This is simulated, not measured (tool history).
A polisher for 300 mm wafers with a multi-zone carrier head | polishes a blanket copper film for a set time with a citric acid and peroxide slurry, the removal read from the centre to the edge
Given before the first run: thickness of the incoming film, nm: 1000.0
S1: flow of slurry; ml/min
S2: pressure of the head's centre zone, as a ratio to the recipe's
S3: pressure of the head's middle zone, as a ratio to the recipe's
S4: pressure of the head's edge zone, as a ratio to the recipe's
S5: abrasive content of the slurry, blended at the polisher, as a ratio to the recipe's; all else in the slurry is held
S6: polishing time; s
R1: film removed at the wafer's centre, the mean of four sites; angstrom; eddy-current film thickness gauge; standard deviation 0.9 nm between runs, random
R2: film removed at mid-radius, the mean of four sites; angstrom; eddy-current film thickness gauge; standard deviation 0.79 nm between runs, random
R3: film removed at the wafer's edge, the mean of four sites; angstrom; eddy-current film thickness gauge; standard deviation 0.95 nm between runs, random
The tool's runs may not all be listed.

| run | hour | S1 | S2 | S3 | S4 | S5 | S6 | R1 | R2 | R3 |
|---|---|---|---|---|---|---|---|---|---|---|
| 1 | 0.0 | 200 | 1.00 | 1.00 | 1.00 | 1.00 | 54 | 975.60 | 927.06 | 978.46 |
| 2 | 0.9 | 200 | 0.92 | 1.00 | 1.00 | 1.00 | 54 | 895.45 | 937.61 | 966.58 |
| 3 | 9.7 | 200 | 0.92 | 1.00 | 1.00 | 0.85 | 54 | 869.50 | 917.04 | 953.31 |
| 4 | 13.8 | 200 | 0.92 | 1.06 | 1.00 | 0.85 | 54 | 869.59 | 952.12 | 944.01 |
| 5 | 16.6 | 220 | 0.95 | 1.10 | 1.05 | 1.05 | 56 | 997.58 | 1083.50 | 1060.00 |
| 6 | 23.0 | 245 | 0.95 | 1.10 | 1.05 | 1.05 | 56 | 1013.20 | 1095.10 | 1064.90 |
| 7 | 30.9 | 250 | 0.98 | 1.12 | 1.09 | 1.20 | 56 | 1067.70 | 1154.00 | 1140.60 |
| 8 | 33.3 | 260 | 1.02 | 1.14 | 1.11 | 1.25 | 56 | 1138.50 | 1178.00 | 1129.40 |
| 9 | 35.7 | 270 | 1.03 | 1.15 | 1.13 | 1.35 | 56 | 1183.60 | 1211.20 | 1174.20 |

What will run 10 give?
| 10 | 41.1 | 275 | 1.03 | 1.16 | 1.15 | 1.40 | 56 | ? | ? | ? |

{"run 10": {"R1": 1183.1, "R2": 1231.7, "R3": 1204.1}}
